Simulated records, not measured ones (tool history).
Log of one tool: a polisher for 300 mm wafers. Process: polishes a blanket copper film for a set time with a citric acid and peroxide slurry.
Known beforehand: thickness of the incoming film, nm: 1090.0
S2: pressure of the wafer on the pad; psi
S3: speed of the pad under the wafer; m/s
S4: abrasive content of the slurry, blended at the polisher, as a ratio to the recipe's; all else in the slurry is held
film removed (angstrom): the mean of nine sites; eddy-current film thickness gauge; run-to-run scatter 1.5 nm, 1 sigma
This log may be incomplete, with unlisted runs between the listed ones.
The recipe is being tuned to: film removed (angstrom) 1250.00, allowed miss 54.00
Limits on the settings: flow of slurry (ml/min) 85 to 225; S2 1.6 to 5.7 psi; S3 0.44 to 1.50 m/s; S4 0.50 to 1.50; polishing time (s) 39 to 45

run 1 hour=0.0 | flow_of_slurry_(ml/min)=145 S2=3.6 S3=0.96 S4=1.00 polishing_time_(s)=45 | film_removed_(angstrom)=987.31
run 2 hour=5.3 | flow_of_slurry_(ml/min)=165 S2=3.6 S3=0.96 S4=1.00 polishing_time_(s)=45 | film_removed_(angstrom)=1006.70
run 3 hour=7.6 | flow_of_slurry_(ml/min)=165 S2=3.7 S3=0.96 S4=1.00 polishing_time_(s)=45 | film_removed_(angstrom)=1029.00
run 4 hour=13.6 | flow_of_slurry_(ml/min)=165 S2=3.7 S3=0.96 S4=1.00 polishing_time_(s)=45 | film_removed_(angstrom)=1043.00
run 5 hour=14.4 | flow_of_slurry_(ml/min)=165 S2=3.7 S3=0.96 S4=1.00 polishing_time_(s)=39 | film_removed_(angstrom)=887.27
run 6 hour=16.1 | flow_of_slurry_(ml/min)=165 S2=4.2 S3=0.96 S4=1.00 polishing_time_(s)=39 | film_removed_(angstrom)=1004.30
run 7 hour=24.5 | flow_of_slurry_(ml/min)=165 S2=4.4 S3=0.96 S4=1.00 polishing_time_(s)=39 | film_removed_(angstrom)=1032.00
run 8 hour=31.0 | flow_of_slurry_(ml/min)=165 S2=4.6 S3=0.96 S4=1.00 polishing_time_(s)=39 | film_removed_(angstrom)=1072.30
run 9 hour=31.7 | flow_of_slurry_(ml/min)=165 S2=4.6 S3=0.96 S4=1.00 polishing_time_(s)=39 | film_removed_(angstrom)=1066.30

Of the 5 settings listed for the next run, only one would bring every result within its allowed miss of target. Which one?
run A hour=32.4 | flow_of_slurry_(ml/min)=175 S2=4.4 S3=0.72 S4=1.00 polishing_time_(s)=39 | film_removed_(angstrom)=?
run B hour=32.4 | flow_of_slurry_(ml/min)=170 S2=4.3 S3=0.84 S4=0.95 polishing_time_(s)=39 | film_removed_(angstrom)=?
run C hour=32.4 | flow_of_slurry_(ml/min)=155 S2=4.9 S3=1.08 S4=0.95 polishing_time_(s)=43 | film_removed_(angstrom)=?
run D hour=32.4 | flow_of_slurry_(ml/min)=170 S2=4.6 S3=1.04 S4=1.10 polishing_time_(s)=44 | film_removed_(angstrom)=?
run E hour=32.4 | flow_of_slurry_(ml/min)=190 S2=4.9 S3=0.96 S4=1.45 polishing_time_(s)=39 | film_removed_(angstrom)=?

move=A film_removed_(angstrom)=782.82
move=B film_removed_(angstrom)=877.22
move=C film_removed_(angstrom)=1358.80
move=D film_removed_(angstrom)=1331.70
move=E film_removed_(angstrom)=1247.00
A: lands further from the targets than the last run did
B: lands further from the targets than the last run did
C: moves the result that the last run missed by most past its target, out the other side
D: moves the result that the last run missed by most past its target, out the other side
E: every result lands within tolerance
So the answer is move E, the one that meets all the targets.
